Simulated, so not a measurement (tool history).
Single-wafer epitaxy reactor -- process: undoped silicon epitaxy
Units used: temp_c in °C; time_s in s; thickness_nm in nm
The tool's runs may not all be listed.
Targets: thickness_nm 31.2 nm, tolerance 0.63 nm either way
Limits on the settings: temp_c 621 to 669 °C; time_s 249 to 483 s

Run 1, hour 0: temp_c 645 °C, time_s 366 s. Result: thickness_nm 51.988 nm.
Run 2, hour 8.7: temp_c 636 °C, time_s 366 s. Result: thickness_nm 43.641 nm.
Run 3, hour 12.6: temp_c 631 °C, time_s 366 s. Result: thickness_nm 39.222 nm.
Run 4, hour 15: temp_c 638 °C, time_s 366 s. Result: thickness_nm 45.241 nm.
Run 5, hour 19.2: temp_c 638 °C, time_s 405 s. Result: thickness_nm 49.833 nm.
Run 6, hour 23.5: temp_c 634 °C, time_s 394 s. Result: thickness_nm 45.091 nm.
Run 7, hour 31.2: temp_c 634 °C, time_s 394 s. Result: thickness_nm 44.797 nm.
Run 8, hour 32.6: temp_c 631 °C, time_s 385 s. Result: thickness_nm 41.345 nm.

Exercise: of the 4 proposed moves below, exactly one satisfies all targets within the stated allowed misses. Which move is it?
Run A, hour 34: temp_c 629 °C, time_s 338 s. Result: thickness_nm ?.
Run B, hour 34: temp_c 634 °C, time_s 442 s. Result: thickness_nm ?.
Run C, hour 34: temp_c 634 °C, time_s 404 s. Result: thickness_nm ?.
Run D, hour 34: temp_c 625 °C, time_s 329 s. Result: thickness_nm ?.

move  thickness_nm
   A        35.022
   B        50.588
   C        46.239
   D         31.46
A: an improvement on the last run, though not all results are within tolerance
B: the biggest miss grows against the last run
C: the biggest miss grows against the last run
D: in spec on every target
So the answer is move D, the one that meets all the targets.
